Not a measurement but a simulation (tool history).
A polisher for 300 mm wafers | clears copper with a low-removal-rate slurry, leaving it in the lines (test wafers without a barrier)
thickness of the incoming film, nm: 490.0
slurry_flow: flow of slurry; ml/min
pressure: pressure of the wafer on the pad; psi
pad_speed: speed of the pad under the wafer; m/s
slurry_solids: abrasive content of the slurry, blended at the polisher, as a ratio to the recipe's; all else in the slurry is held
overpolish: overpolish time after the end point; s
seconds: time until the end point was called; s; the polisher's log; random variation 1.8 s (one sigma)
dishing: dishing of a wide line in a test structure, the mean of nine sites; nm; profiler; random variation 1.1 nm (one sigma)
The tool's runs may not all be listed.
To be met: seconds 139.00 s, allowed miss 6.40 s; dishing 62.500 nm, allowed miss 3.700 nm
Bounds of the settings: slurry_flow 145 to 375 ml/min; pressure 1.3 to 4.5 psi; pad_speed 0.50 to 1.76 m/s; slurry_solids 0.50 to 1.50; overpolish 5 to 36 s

run 1 day=0.000 | slurry_flow=240 pressure=2.9 pad_speed=1.12 slurry_solids=1.00 overpolish=18 | seconds=183.67 dishing=31.268
run 2 day=0.338 | slurry_flow=240 pressure=3.2 pad_speed=1.12 slurry_solids=1.00 overpolish=21 | seconds=168.11 dishing=39.293
run 3 day=0.458 | slurry_flow=240 pressure=3.4 pad_speed=1.12 slurry_solids=1.00 overpolish=23 | seconds=153.28 dishing=43.149
run 4 day=0.525 | slurry_flow=240 pressure=3.4 pad_speed=1.14 slurry_solids=1.00 overpolish=25 | seconds=156.79 dishing=47.942
run 5 day=0.850 | slurry_flow=240 pressure=3.4 pad_speed=1.30 slurry_solids=1.00 overpolish=25 | seconds=138.82 dishing=50.883
run 6 day=1.067 | slurry_flow=240 pressure=3.4 pad_speed=1.50 slurry_solids=1.00 overpolish=25 | seconds=125.17 dishing=56.124
run 7 day=1.342 | slurry_flow=240 pressure=3.3 pad_speed=1.50 slurry_solids=1.00 overpolish=26 | seconds=125.35 dishing=57.066
run 8 day=1.658 | slurry_flow=240 pressure=3.2 pad_speed=1.50 slurry_solids=1.00 overpolish=27 | seconds=131.74 dishing=57.486

5 next moves are on the table. One of them brings every result within its allowed miss. Which?
run A day=1.975 | slurry_flow=265 pressure=3.2 pad_speed=1.64 slurry_solids=1.05 overpolish=24 | seconds=? dishing=?
run B day=1.975 | slurry_flow=305 pressure=3.5 pad_speed=1.36 slurry_solids=1.00 overpolish=33 | seconds=? dishing=?
run C day=1.975 | slurry_flow=295 pressure=2.5 pad_speed=1.68 slurry_solids=0.85 overpolish=30 | seconds=? dishing=?
run D day=1.975 | slurry_flow=250 pressure=3.2 pad_speed=1.24 slurry_solids=1.20 overpolish=34 | seconds=? dishing=?
run E day=1.975 | slurry_flow=150 pressure=2.8 pad_speed=1.76 slurry_solids=1.10 overpolish=32 | seconds=? dishing=?

move=A seconds=119.96 dishing=55.589
move=B seconds=127.39 dishing=67.551
move=C seconds=152.58 dishing=53.681
move=D seconds=148.34 dishing=61.430
move=E seconds=139.16 dishing=60.777
A: further off than the last run
B: takes the result that was furthest off past its target
C: further off than the last run
D: brings the result that was furthest off to its target, and leaves another outside
E: meets every target
Answer: E

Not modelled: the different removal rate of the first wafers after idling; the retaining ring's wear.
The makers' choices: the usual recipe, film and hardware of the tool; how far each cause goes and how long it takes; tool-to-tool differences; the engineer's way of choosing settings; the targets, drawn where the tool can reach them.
